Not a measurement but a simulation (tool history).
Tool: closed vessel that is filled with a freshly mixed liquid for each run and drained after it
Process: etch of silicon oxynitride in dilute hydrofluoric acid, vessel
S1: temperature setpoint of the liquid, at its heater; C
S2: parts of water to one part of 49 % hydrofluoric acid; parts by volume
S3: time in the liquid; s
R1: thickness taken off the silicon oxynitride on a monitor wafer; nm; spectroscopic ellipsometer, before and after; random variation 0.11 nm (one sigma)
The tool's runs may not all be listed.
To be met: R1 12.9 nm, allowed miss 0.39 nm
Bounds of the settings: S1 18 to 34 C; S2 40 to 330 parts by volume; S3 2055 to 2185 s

run    day    S1   S2    S3      R1
  1      0    26  185  2055   16.89
  2  0.379    26  185  2055   16.68
  3  0.467    24  185  2055  15.043
  4  0.829  23.5  185  2055  14.933
  5  1.033  25.5  185  2055  16.678
  6  1.262  25.5  160  2055   19.33
  7  1.417    24  160  2055  18.108
  8  1.671    23  160  2055  17.441
  9  2.054    22  165  2055  15.911
 10   2.45    21  165  2055  15.021
 11   2.55  20.5  165  2055  14.751
 12  2.738    20  165  2055  14.731

Which of these 5 next moves meets every target?
  A  2.925    19  160  2055   ?
  B  2.925  18.5  170  2055   ?
  C  2.925  20.5  195  2055   ?
  D  2.925    20  160  2145   ?
  E  2.925    20  175  2185   ?

move      R1
   A  14.342
   B  13.094
   C  12.339
   D    15.7
   E  14.474
A: nearer than the last run, and not there yet
B: meets every target
C: takes the result that was furthest off past its target
D: further off than the last run
E: nearer than the last run, and not there yet
Move B is the one to make.
